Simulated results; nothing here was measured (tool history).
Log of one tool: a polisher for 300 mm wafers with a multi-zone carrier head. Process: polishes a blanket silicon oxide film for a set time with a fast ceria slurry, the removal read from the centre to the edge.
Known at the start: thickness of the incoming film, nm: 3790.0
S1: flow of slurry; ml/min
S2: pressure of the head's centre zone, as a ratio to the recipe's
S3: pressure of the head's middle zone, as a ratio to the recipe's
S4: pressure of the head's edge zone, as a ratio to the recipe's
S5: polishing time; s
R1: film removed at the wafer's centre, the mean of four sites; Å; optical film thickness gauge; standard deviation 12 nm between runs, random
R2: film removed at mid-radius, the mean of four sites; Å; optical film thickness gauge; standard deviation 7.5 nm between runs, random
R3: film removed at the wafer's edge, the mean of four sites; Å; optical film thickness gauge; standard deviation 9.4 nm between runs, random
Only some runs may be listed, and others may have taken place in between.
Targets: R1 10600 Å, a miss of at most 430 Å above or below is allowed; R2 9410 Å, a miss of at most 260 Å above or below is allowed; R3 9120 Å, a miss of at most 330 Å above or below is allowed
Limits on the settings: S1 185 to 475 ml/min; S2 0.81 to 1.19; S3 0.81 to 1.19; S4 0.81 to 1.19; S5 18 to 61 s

run 1 day=0 | S1=305 S2=1 S3=1 S4=1 S5=39 | R1=6866.1 R2=6683.8 R3=6825.2
run 2 day=0.083 | S1=305 S2=1.08 S3=1 S4=1 S5=39 | R1=7535.4 R2=6755.3 R3=6871.3
run 3 day=0.296 | S1=245 S2=1.08 S3=1 S4=1 S5=39 | R1=7231.4 R2=6596.2 R3=6691.4
run 4 day=0.362 | S1=260 S2=1.1 S3=1.02 S4=1.02 S5=40 | R1=7601.5 R2=7013.2 R3=6839.5
run 5 day=0.596 | S1=260 S2=1.1 S3=1.02 S4=1.02 S5=49 | R1=9214.4 R2=8488.3 R3=8427.4
run 6 day=0.625 | S1=260 S2=1.1 S3=1.02 S4=0.95 S5=49 | R1=9257.7 R2=8461.9 R3=8241.7
run 7 day=0.658 | S1=275 S2=1.11 S3=1.02 S4=0.96 S5=49 | R1=9639 R2=8571.1 R3=8321.9
run 8 day=0.95 | S1=290 S2=1.11 S3=1.02 S4=0.97 S5=49 | R1=9785.3 R2=8575 R3=8291.7
run 9 day=1.233 | S1=295 S2=1.11 S3=1.02 S4=0.98 S5=49 | R1=9685 R2=8509.9 R3=8328.3
run 10 day=1.429 | S1=300 S2=1.11 S3=1.02 S4=0.99 S5=49 | R1=9372.2 R2=8650.2 R3=8452.5

Exercise: of the 4 proposed moves below, exactly one satisfies all targets within the stated allowed misses. Which move is it?
run A day=1.625 | S1=360 S2=1.01 S3=1.12 S4=0.97 S5=53 | R1=? R2=? R3=?
run B day=1.625 | S1=315 S2=1.06 S3=1.02 S4=0.97 S5=53 | R1=? R2=? R3=?
run C day=1.625 | S1=355 S2=1.15 S3=1.05 S4=1.01 S5=51 | R1=? R2=? R3=?
run D day=1.625 | S1=290 S2=1.09 S3=1.07 S4=0.91 S5=55 | R1=? R2=? R3=?

move=A R1=9457.9 R2=10164 R3=9114.8
move=B R1=9787.2 R2=9266.3 R3=9040.1
move=C R1=10353 R2=9237.4 R3=8942.9
move=D R1=10349 R2=9926.9 R3=9038.3
A: carries the result that was furthest off beyond its target, to the other side
B: puts the biggest miss on target and leaves a different result outside tolerance
C: every result within its allowed miss
D: carries the result that was furthest off beyond its target, to the other side
The move that meets every target is C.

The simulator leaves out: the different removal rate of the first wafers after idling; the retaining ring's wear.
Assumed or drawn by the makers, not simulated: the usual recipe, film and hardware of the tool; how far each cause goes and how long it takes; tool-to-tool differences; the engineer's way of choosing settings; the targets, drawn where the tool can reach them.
